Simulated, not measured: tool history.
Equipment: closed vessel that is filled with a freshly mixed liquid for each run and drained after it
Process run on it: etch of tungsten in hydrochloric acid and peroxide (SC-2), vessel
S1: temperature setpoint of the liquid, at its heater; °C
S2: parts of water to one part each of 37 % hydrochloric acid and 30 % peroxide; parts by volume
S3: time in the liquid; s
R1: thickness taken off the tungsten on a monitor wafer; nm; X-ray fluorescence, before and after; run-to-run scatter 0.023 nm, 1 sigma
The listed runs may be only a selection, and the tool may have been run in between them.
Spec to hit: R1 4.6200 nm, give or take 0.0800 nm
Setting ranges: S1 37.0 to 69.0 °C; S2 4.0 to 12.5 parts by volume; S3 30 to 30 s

run 1 day=0.000 | S1=53.0 S2=7.0 S3=30 | R1=5.5248
run 2 day=0.029 | S1=49.5 S2=7.0 S3=30 | R1=4.3851
run 3 day=0.129 | S1=55.0 S2=7.0 S3=30 | R1=6.3659
run 4 day=0.500 | S1=54.0 S2=7.0 S3=30 | R1=5.9240
run 5 day=0.738 | S1=53.5 S2=7.0 S3=30 | R1=5.7472
run 6 day=0.933 | S1=53.0 S2=7.0 S3=30 | R1=5.5851
run 7 day=0.971 | S1=52.5 S2=7.0 S3=30 | R1=5.4443
run 8 day=1.171 | S1=52.0 S2=7.0 S3=30 | R1=5.2232
run 9 day=1.208 | S1=51.5 S2=7.0 S3=30 | R1=5.0279
run 10 day=1.246 | S1=50.5 S2=7.0 S3=30 | R1=4.7213

Next run, 4 choices. One meets every target within its allowed miss, the rest don't. Which?
run A day=1.283 | S1=46.5 S2=5.0 S3=30 | R1=?
run B day=1.283 | S1=51.5 S2=7.5 S3=30 | R1=?
run C day=1.283 | S1=52.0 S2=7.5 S3=30 | R1=?
run D day=1.283 | S1=51.0 S2=7.0 S3=30 | R1=?

move=A R1=4.6202
move=B R1=4.7613
move=C R1=4.9210
move=D R1=4.8623
A: every result within its allowed miss
B: moves away from the targets compared with the last run
C: moves away from the targets compared with the last run
D: moves away from the targets compared with the last run
Move A is the one to make.
